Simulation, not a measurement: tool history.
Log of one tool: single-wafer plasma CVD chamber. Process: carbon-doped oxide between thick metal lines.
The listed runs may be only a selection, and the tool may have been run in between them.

run	hour	heater temperature setpoint (°C)	chamber pressure (Torr)	RF power (W)	deposition time (s)	mean film thickness on the monitor wafer (nm)
1	0	335	4.08	420	168	721.06
2	1.7	338	3.83	410	168	698.49
3	2.3	329	3.83	410	168	711.73
4	5.1	320	3.83	410	168	733.07
5	9.2	320	3.83	410	173	752.47
6	14.6	323	3.56	395	173	720.89
7	17.2	326	3.33	385	173	700.6

Run 8 has not been measured yet. What should we expect?
8	24.6	329	3.15	375	173	?

Logged for run 8: mean film thickness on the monitor wafer (nm) 678.25.

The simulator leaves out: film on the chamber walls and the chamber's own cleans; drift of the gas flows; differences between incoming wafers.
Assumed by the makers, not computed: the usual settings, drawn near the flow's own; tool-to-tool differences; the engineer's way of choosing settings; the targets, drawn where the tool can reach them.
